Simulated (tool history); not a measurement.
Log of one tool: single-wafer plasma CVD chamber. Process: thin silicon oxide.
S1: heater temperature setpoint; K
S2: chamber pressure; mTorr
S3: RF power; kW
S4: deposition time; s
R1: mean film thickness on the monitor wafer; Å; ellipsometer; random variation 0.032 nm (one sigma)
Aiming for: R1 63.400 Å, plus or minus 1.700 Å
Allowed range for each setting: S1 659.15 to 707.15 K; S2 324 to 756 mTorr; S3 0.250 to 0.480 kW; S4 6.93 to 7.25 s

{"run": 1, "hour": 0.0, "S1": 683.15, "S2": 540, "S3": 0.365, "S4": 7.25, "R1": 95.197}
{"run": 2, "hour": 0.6, "S1": 683.15, "S2": 490, "S3": 0.36, "S4": 7.24, "R1": 85.728}
{"run": 3, "hour": 1.4, "S1": 683.15, "S2": 490, "S3": 0.34, "S4": 7.24, "R1": 83.342}
{"run": 4, "hour": 5.3, "S1": 677.15, "S2": 490, "S3": 0.34, "S4": 7.24, "R1": 83.927}
{"run": 5, "hour": 9.1, "S1": 677.15, "S2": 455, "S3": 0.34, "S4": 7.23, "R1": 78.635}
{"run": 6, "hour": 12.3, "S1": 677.15, "S2": 427, "S3": 0.34, "S4": 7.23, "R1": 73.269}
{"run": 7, "hour": 18.6, "S1": 677.15, "S2": 353, "S3": 0.335, "S4": 7.22, "R1": 60.152}
{"run": 8, "hour": 24.8, "S1": 677.15, "S2": 358, "S3": 0.335, "S4": 7.22, "R1": 61.156}
{"run": 9, "hour": 26.5, "S1": 677.15, "S2": 362, "S3": 0.335, "S4": 7.22, "R1": 61.473}

Pick the move, out of 4, that brings all results within their allowed miss; only one does.
{"run": "A", "hour": 28.2, "S1": 670.15, "S2": 411, "S3": 0.3, "S4": 6.93, "R1": "?"}
{"run": "B", "hour": 28.2, "S1": 679.15, "S2": 352, "S3": 0.32, "S4": 7.15, "R1": "?"}
{"run": "C", "hour": 28.2, "S1": 687.15, "S2": 383, "S3": 0.285, "S4": 7.21, "R1": "?"}
{"run": "D", "hour": 28.2, "S1": 660.15, "S2": 365, "S3": 0.335, "S4": 6.93, "R1": "?"}

move=A R1=63.745
move=B R1=57.893
move=C R1=59.489
move=D R1=60.188
A: in spec on every target
B: misses by more than the last run did
C: misses by more than the last run did
D: misses by more than the last run did
Go with A: it meets all targets.
